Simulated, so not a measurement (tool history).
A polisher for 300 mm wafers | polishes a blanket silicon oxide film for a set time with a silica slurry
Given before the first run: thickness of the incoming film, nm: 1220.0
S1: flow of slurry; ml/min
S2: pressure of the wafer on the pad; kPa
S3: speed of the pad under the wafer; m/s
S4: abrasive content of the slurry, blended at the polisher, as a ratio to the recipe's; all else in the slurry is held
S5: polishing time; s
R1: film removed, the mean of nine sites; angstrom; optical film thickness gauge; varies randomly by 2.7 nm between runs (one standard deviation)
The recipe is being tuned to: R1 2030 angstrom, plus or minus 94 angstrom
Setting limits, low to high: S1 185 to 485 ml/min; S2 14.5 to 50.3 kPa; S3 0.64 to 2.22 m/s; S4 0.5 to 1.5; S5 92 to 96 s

| run | hour | S1 | S2 | S3 | S4 | S5 | R1 |
|---|---|---|---|---|---|---|---|
| 1 | 0 | 310 | 32.4 | 1.42 | 1 | 92 | 2306.2 |
| 2 | 7 | 310 | 32.4 | 1.42 | 1 | 92 | 2350.6 |
| 3 | 15.8 | 310 | 32.4 | 1.42 | 1 | 96 | 2317.2 |
| 4 | 24.1 | 385 | 32.4 | 1.42 | 1 | 96 | 2367.6 |
| 5 | 27.8 | 385 | 32.4 | 1.42 | 1 | 92 | 2321.2 |
| 6 | 35.4 | 315 | 32.4 | 1.42 | 1 | 92 | 2263 |
| 7 | 39.5 | 315 | 31.7 | 1.42 | 1 | 92 | 2179 |
| 8 | 41.9 | 315 | 31 | 1.42 | 1 | 92 | 2176.3 |
| 9 | 44.6 | 315 | 30.3 | 1.42 | 1 | 92 | 2126.4 |

4 next moves are on the table. One of them brings every result within its allowed miss. Which?
| A | 47.3 | 260 | 23.4 | 1.48 | 1 | 92 | ? |
| B | 47.3 | 185 | 24.1 | 1.74 | 1 | 96 | ? |
| C | 47.3 | 305 | 31 | 1.02 | 0.95 | 92 | ? |
| D | 47.3 | 300 | 27.6 | 1.64 | 0.7 | 96 | ? |

| move | R1 |
|---|---|
| A | 1795 |
| B | 1983.7 |
| C | 1776.5 |
| D | 1858.6 |
A: takes the result that was furthest off past its target
B: hits every target within its allowed miss
C: takes the result that was furthest off past its target
D: takes the result that was furthest off past its target
The move that meets every target is B.
